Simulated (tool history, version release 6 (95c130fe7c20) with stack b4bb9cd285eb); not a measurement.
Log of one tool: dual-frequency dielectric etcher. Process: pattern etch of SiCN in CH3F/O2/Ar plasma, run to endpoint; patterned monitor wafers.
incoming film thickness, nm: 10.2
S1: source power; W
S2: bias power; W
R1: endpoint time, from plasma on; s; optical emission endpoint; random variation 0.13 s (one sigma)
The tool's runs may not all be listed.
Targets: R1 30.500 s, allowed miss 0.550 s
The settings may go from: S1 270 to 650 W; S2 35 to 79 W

run 1 hour=0.0 | S1=460 S2=57 | R1=27.277
run 2 hour=6.3 | S1=500 S2=57 | R1=26.940
run 3 hour=10.3 | S1=450 S2=55 | R1=27.768
run 4 hour=11.1 | S1=450 S2=60 | R1=27.034
run 5 hour=13.9 | S1=450 S2=66 | R1=26.083
run 6 hour=21.2 | S1=410 S2=66 | R1=26.612
run 7 hour=29.2 | S1=370 S2=63 | R1=27.621
run 8 hour=30.7 | S1=340 S2=60 | R1=28.604
run 9 hour=37.1 | S1=320 S2=58 | R1=29.638
run 10 hour=45.6 | S1=310 S2=58 | R1=29.517

4 next moves are on the table. One of them brings every result within its allowed miss. Which?
run A hour=54.1 | S1=270 S2=50 | R1=?
run B hour=54.1 | S1=320 S2=43 | R1=?
run C hour=54.1 | S1=270 S2=58 | R1=?
run D hour=54.1 | S1=270 S2=53 | R1=?

move=A R1=32.236
move=B R1=32.653
move=C R1=30.712
move=D R1=31.636
A: takes the result that was furthest off past its target
B: takes the result that was furthest off past its target
C: meets every target
D: takes the result that was furthest off past its target
Move C is the one to make.

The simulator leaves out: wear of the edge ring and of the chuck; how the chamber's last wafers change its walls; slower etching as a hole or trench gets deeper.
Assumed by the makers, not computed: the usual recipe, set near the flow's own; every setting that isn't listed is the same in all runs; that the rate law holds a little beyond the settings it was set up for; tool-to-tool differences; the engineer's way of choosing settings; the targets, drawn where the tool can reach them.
